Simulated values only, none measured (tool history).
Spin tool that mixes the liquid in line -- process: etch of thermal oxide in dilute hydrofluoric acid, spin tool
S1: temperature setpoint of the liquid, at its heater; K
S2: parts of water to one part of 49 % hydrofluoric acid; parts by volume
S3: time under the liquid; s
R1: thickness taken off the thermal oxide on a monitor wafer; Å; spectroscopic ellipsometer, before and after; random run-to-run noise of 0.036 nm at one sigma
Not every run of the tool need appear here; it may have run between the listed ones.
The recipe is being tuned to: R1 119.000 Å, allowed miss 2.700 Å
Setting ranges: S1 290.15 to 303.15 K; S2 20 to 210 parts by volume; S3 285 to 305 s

run,hour,S1,S2,S3,R1
1,0.0,295.15,115,285,93.813
2,0.9,296.15,115,285,97.383
3,3.6,297.15,115,285,101.220
4,10.3,300.15,115,285,113.860
5,15.8,300.65,115,285,115.840
6,22.8,300.65,80,285,174.960
7,27.6,296.65,80,285,149.260
8,36.1,292.65,80,285,127.000
9,40.6,292.15,80,285,123.760
10,49.3,291.65,80,285,121.620

Pick the move, out of 5, that brings all results within their allowed miss; only one does.
A,58.0,291.15,85,305,?
B,58.0,292.65,80,290,?
C,58.0,294.15,90,305,?
D,58.0,292.65,85,305,?
E,58.0,290.65,75,285,?

move,R1
A,119.840
B,129.690
C,127.360
D,127.580
E,125.750
A: every result lands within tolerance
B: misses by more than the last run did
C: misses by more than the last run did
D: misses by more than the last run did
E: misses by more than the last run did
A is the move that brings every result within its allowed miss.

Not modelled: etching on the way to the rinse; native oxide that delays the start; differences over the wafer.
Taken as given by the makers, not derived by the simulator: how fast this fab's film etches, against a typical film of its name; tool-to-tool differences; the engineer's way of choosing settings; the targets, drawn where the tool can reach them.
